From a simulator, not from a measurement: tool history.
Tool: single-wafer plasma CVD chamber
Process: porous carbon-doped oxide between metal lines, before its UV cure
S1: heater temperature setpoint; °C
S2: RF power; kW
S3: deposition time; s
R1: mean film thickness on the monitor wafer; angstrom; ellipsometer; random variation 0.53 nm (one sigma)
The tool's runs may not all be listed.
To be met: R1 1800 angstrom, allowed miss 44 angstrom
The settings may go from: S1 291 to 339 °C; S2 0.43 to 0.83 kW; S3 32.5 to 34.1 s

{"run": 1, "hour": 0.0, "S1": 315, "S2": 0.63, "S3": 34.1, "R1": 2044.8}
{"run": 2, "hour": 7.1, "S1": 315, "S2": 0.63, "S3": 34.1, "R1": 2042.9}
{"run": 3, "hour": 15.4, "S1": 315, "S2": 0.63, "S3": 34.1, "R1": 2038.8}
{"run": 4, "hour": 16.6, "S1": 315, "S2": 0.63, "S3": 32.5, "R1": 1957.9}
{"run": 5, "hour": 21.4, "S1": 315, "S2": 0.63, "S3": 32.5, "R1": 1947.2}
{"run": 6, "hour": 22.6, "S1": 315, "S2": 0.63, "S3": 32.5, "R1": 1959.2}
{"run": 7, "hour": 25.8, "S1": 317, "S2": 0.625, "S3": 32.5, "R1": 1915.9}
{"run": 8, "hour": 26.7, "S1": 318, "S2": 0.62, "S3": 32.5, "R1": 1902.3}
{"run": 9, "hour": 33.1, "S1": 319, "S2": 0.615, "S3": 32.5, "R1": 1880.3}
{"run": 10, "hour": 40.8, "S1": 320, "S2": 0.615, "S3": 32.5, "R1": 1866.6}
{"run": 11, "hour": 49.6, "S1": 321, "S2": 0.615, "S3": 32.5, "R1": 1862.5}
{"run": 12, "hour": 53.9, "S1": 322, "S2": 0.615, "S3": 32.5, "R1": 1853.4}

5 next moves are on the table. One of them brings every result within its allowed miss. Which?
{"run": "A", "hour": 58.2, "S1": 321, "S2": 0.575, "S3": 34.1, "R1": "?"}
{"run": "B", "hour": 58.2, "S1": 324, "S2": 0.62, "S3": 34.1, "R1": "?"}
{"run": "C", "hour": 58.2, "S1": 327, "S2": 0.655, "S3": 32.5, "R1": "?"}
{"run": "D", "hour": 58.2, "S1": 328, "S2": 0.58, "S3": 32.5, "R1": "?"}
{"run": "E", "hour": 58.2, "S1": 326, "S2": 0.65, "S3": 32.5, "R1": "?"}

move=A R1=1814.3
move=B R1=1930.5
move=C R1=1917.1
move=D R1=1694.6
move=E R1=1911.5
A: meets every target
B: further off than the last run
C: further off than the last run
D: takes the result that was furthest off past its target
E: further off than the last run
Answer: A
